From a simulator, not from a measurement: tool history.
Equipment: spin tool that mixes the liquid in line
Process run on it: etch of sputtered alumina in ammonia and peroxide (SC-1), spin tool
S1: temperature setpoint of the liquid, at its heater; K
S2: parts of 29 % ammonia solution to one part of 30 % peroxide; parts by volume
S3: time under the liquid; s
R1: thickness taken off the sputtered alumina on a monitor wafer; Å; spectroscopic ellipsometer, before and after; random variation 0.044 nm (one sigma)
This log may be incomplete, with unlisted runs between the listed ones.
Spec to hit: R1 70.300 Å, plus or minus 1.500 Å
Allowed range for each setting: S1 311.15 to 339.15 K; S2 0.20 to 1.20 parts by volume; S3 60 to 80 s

run	hour	S1	S2	S3	R1
1	0.0	323.15	0.80	80	49.076
2	6.4	324.65	0.80	80	53.394
3	11.1	324.65	0.80	80	53.631
4	12.5	325.65	0.80	80	57.103
5	21.0	322.65	0.80	80	48.259
6	24.6	324.15	0.80	80	52.670
7	27.6	325.15	0.80	80	55.389
8	29.9	326.15	0.80	80	58.532
9	37.6	330.15	0.80	80	71.637

4 next moves are on the table. One of them brings every result within its allowed miss. Which?
A	45.3	330.65	0.80	80	?
B	45.3	330.65	1.05	80	?
C	45.3	335.65	1.10	60	?
D	45.3	329.65	0.90	80	?

move	R1
A	73.874
B	75.800
C	73.799
D	70.890
A: misses by more than the last run did
B: misses by more than the last run did
C: misses by more than the last run did
D: meets every target
Move D is the one to make.

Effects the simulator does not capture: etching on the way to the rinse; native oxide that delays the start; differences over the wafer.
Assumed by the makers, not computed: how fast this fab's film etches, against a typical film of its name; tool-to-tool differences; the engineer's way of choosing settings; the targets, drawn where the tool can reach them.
